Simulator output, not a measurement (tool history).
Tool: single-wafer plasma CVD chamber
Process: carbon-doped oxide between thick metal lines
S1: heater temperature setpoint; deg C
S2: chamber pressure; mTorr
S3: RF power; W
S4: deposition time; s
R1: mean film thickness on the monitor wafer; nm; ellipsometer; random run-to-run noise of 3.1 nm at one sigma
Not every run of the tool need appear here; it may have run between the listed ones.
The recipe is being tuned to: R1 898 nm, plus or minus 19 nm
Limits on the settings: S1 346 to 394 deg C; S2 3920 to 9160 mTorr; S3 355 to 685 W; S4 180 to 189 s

{"run": 1, "hour": 0.0, "S1": 370, "S2": 6540, "S3": 520, "S4": 189, "R1": 1009.1}
{"run": 2, "hour": 2.1, "S1": 370, "S2": 6540, "S3": 520, "S4": 180, "R1": 961.5}
{"run": 3, "hour": 3.5, "S1": 370, "S2": 6540, "S3": 475, "S4": 180, "R1": 926.68}
{"run": 4, "hour": 11.0, "S1": 370, "S2": 6510, "S3": 475, "S4": 180, "R1": 922.67}
{"run": 5, "hour": 18.8, "S1": 370, "S2": 7370, "S3": 475, "S4": 180, "R1": 932.72}
{"run": 6, "hour": 24.0, "S1": 370, "S2": 7340, "S3": 470, "S4": 180, "R1": 929.55}
{"run": 7, "hour": 26.7, "S1": 370, "S2": 7310, "S3": 470, "S4": 180, "R1": 925.51}
{"run": 8, "hour": 30.9, "S1": 370, "S2": 7290, "S3": 470, "S4": 180, "R1": 927.71}
{"run": 9, "hour": 34.1, "S1": 370, "S2": 7260, "S3": 470, "S4": 180, "R1": 928.56}
{"run": 10, "hour": 37.3, "S1": 370, "S2": 7230, "S3": 470, "S4": 180, "R1": 926.68}
{"run": 11, "hour": 44.1, "S1": 370, "S2": 7200, "S3": 470, "S4": 180, "R1": 922.71}
{"run": 12, "hour": 51.3, "S1": 370, "S2": 7180, "S3": 470, "S4": 180, "R1": 930.61}
{"run": 13, "hour": 52.8, "S1": 370, "S2": 7180, "S3": 470, "S4": 180, "R1": 925.14}
{"run": 14, "hour": 53.4, "S1": 370, "S2": 7160, "S3": 470, "S4": 180, "R1": 930.65}
{"run": 15, "hour": 60.6, "S1": 370, "S2": 7130, "S3": 465, "S4": 180, "R1": 919.84}
{"run": 16, "hour": 64.0, "S1": 370, "S2": 7110, "S3": 465, "S4": 180, "R1": 919.8}
{"run": 17, "hour": 65.1, "S1": 370, "S2": 7090, "S3": 465, "S4": 180, "R1": 921.54}
{"run": 18, "hour": 68.7, "S1": 370, "S2": 7070, "S3": 465, "S4": 180, "R1": 923.59}

Next run, 4 choices. One meets every target within its allowed miss, the rest don't. Which?
{"run": "A", "hour": 72.3, "S1": 368, "S2": 7230, "S3": 460, "S4": 182, "R1": "?"}
{"run": "B", "hour": 72.3, "S1": 372, "S2": 7600, "S3": 465, "S4": 186, "R1": "?"}
{"run": "C", "hour": 72.3, "S1": 364, "S2": 6490, "S3": 440, "S4": 180, "R1": "?"}
{"run": "D", "hour": 72.3, "S1": 370, "S2": 6530, "S3": 500, "S4": 180, "R1": "?"}

move=A R1=934.64
move=B R1=955.31
move=C R1=905.02
move=D R1=947.53
A: the biggest miss grows against the last run
B: the biggest miss grows against the last run
C: every result lands within tolerance
D: the biggest miss grows against the last run
C is the move that brings every result within its allowed miss.
